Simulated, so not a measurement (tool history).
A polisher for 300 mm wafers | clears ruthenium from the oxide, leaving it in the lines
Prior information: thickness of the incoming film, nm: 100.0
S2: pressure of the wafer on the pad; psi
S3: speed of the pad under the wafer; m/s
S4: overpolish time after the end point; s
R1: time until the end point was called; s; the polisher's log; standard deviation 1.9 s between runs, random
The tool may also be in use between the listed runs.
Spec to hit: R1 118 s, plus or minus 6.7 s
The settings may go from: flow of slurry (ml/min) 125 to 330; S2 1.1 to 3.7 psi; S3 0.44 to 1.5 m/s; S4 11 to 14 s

{"run": 1, "hour": 0.0, "flow of slurry (ml/min)": 210, "S2": 2.4, "S3": 0.96, "S4": 14, "R1": 60.088}
{"run": 2, "hour": 2.0, "flow of slurry (ml/min)": 180, "S2": 2.4, "S3": 0.96, "S4": 14, "R1": 60.73}
{"run": 3, "hour": 5.1, "flow of slurry (ml/min)": 180, "S2": 2.4, "S3": 0.96, "S4": 11, "R1": 61.043}
{"run": 4, "hour": 12.6, "flow of slurry (ml/min)": 180, "S2": 2, "S3": 0.92, "S4": 11, "R1": 75.267}
{"run": 5, "hour": 16.4, "flow of slurry (ml/min)": 140, "S2": 2, "S3": 0.92, "S4": 11, "R1": 79.858}
{"run": 6, "hour": 21.5, "flow of slurry (ml/min)": 140, "S2": 1.8, "S3": 0.92, "S4": 11, "R1": 88.375}
{"run": 7, "hour": 23.8, "flow of slurry (ml/min)": 140, "S2": 1.2, "S3": 0.88, "S4": 11, "R1": 134.69}
{"run": 8, "hour": 31.5, "flow of slurry (ml/min)": 140, "S2": 1.3, "S3": 0.88, "S4": 11, "R1": 128.35}
{"run": 9, "hour": 33.0, "flow of slurry (ml/min)": 140, "S2": 1.5, "S3": 0.88, "S4": 11, "R1": 113.28}

Which one of the following 4 next-run settings gets every result inside its allowed miss? There is exactly one.
{"run": "A", "hour": 34.5, "flow of slurry (ml/min)": 145, "S2": 1.1, "S3": 1.12, "S4": 11, "R1": "?"}
{"run": "B", "hour": 34.5, "flow of slurry (ml/min)": 170, "S2": 1.7, "S3": 0.8, "S4": 13, "R1": "?"}
{"run": "C", "hour": 34.5, "flow of slurry (ml/min)": 150, "S2": 1.4, "S3": 0.96, "S4": 11, "R1": "?"}
{"run": "D", "hour": 34.5, "flow of slurry (ml/min)": 160, "S2": 1.2, "S3": 1.12, "S4": 11, "R1": "?"}

move=A R1=114.43
move=B R1=101.72
move=C R1=105.12
move=D R1=103.36
A: every result within its allowed miss
B: further off than the last run
C: further off than the last run
D: further off than the last run
Move A is the one to make.

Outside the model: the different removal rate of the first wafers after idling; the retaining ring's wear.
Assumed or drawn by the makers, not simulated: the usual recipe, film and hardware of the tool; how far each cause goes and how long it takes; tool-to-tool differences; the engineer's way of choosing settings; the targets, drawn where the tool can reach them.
